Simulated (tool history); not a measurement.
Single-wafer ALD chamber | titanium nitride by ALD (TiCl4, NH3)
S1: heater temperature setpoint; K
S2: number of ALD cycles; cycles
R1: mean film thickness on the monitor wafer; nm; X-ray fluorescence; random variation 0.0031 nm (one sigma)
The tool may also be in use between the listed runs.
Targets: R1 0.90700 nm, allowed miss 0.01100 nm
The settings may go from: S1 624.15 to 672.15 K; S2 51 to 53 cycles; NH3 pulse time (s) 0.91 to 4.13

{"run": 1, "day": 0.0, "S1": 648.15, "S2": 51, "NH3 pulse time (s)": 2.52, "R1": 0.98297}
{"run": 2, "day": 0.188, "S1": 648.15, "S2": 53, "NH3 pulse time (s)": 2.52, "R1": 1.0155}
{"run": 3, "day": 0.338, "S1": 645.15, "S2": 53, "NH3 pulse time (s)": 2.31, "R1": 1.0141}
{"run": 4, "day": 0.383, "S1": 654.15, "S2": 53, "NH3 pulse time (s)": 2.31, "R1": 1.0189}
{"run": 5, "day": 0.592, "S1": 650.15, "S2": 53, "NH3 pulse time (s)": 2.13, "R1": 1.0175}
{"run": 6, "day": 0.721, "S1": 657.15, "S2": 53, "NH3 pulse time (s)": 2.13, "R1": 1.0186}
{"run": 7, "day": 0.825, "S1": 645.15, "S2": 51, "NH3 pulse time (s)": 1.32, "R1": 0.94172}
{"run": 8, "day": 1.062, "S1": 645.15, "S2": 51, "NH3 pulse time (s)": 1.32, "R1": 0.94368}
{"run": 9, "day": 1.292, "S1": 642.15, "S2": 51, "NH3 pulse time (s)": 1.27, "R1": 0.92926}
{"run": 10, "day": 1.538, "S1": 641.15, "S2": 51, "NH3 pulse time (s)": 1.23, "R1": 0.92727}
{"run": 11, "day": 1.779, "S1": 640.15, "S2": 51, "NH3 pulse time (s)": 1.2, "R1": 0.92393}
{"run": 12, "day": 2.1, "S1": 639.15, "S2": 51, "NH3 pulse time (s)": 1.17, "R1": 0.92019}
{"run": 13, "day": 2.321, "S1": 632.15, "S2": 51, "NH3 pulse time (s)": 0.91, "R1": 0.88215}
{"run": 14, "day": 2.596, "S1": 633.15, "S2": 51, "NH3 pulse time (s)": 0.91, "R1": 0.88947}
{"run": 15, "day": 2.933, "S1": 634.15, "S2": 51, "NH3 pulse time (s)": 0.91, "R1": 0.89316}
{"run": 16, "day": 3.183, "S1": 636.15, "S2": 51, "NH3 pulse time (s)": 0.91, "R1": 0.89449}

4 next moves are on the table. One of them brings every result within its allowed miss. Which?
{"run": "A", "day": 3.433, "S1": 637.15, "S2": 51, "NH3 pulse time (s)": 1.08, "R1": "?"}
{"run": "B", "day": 3.433, "S1": 634.15, "S2": 53, "NH3 pulse time (s)": 1.1, "R1": "?"}
{"run": "C", "day": 3.433, "S1": 635.15, "S2": 53, "NH3 pulse time (s)": 0.98, "R1": "?"}
{"run": "D", "day": 3.433, "S1": 633.15, "S2": 52, "NH3 pulse time (s)": 1.43, "R1": "?"}

move=A R1=0.91100
move=B R1=0.93946
move=C R1=0.93417
move=D R1=0.93752
A: meets every target
B: takes the result that was furthest off past its target
C: takes the result that was furthest off past its target
D: takes the result that was furthest off past its target
Answer: A
